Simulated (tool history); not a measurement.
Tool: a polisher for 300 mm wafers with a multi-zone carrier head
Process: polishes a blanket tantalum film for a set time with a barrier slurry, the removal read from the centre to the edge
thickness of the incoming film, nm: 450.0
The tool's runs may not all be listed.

run,hour,flow of slurry (ml/min),pressure of the head's centre zone,pressure of the head's middle zone,pressure of the head's edge zone,abrasive content of the slurry,polishing time (s),film removed at the wafer's centre (Å),film removed at mid-radius (Å),film removed at the wafer's edge (Å)
1,0,220,1,1,1,1,54,979.45,941.21,1001.8
2,8.6,220,1,1,1,0.85,54,929.94,918.23,950.16
3,15.3,220,1,0.98,0.95,0.75,48,801.94,767.87,800.93
4,22.7,220,1,0.98,1.01,0.75,48,804.59,765.65,830.93
5,24.8,220,1,0.98,0.95,0.65,44,705.5,677.63,698.83
6,25.8,215,0.99,0.98,0.91,0.6,43,661.58,640.97,671.56

Run 7 is up next; what results do you expect?
7,28.2,250,1.05,1.08,0.83,0.5,33,?,?,?

film removed at the wafer's centre (Å): 522.69
film removed at mid-radius (Å): 518.43
film removed at the wafer's edge (Å): 465.45
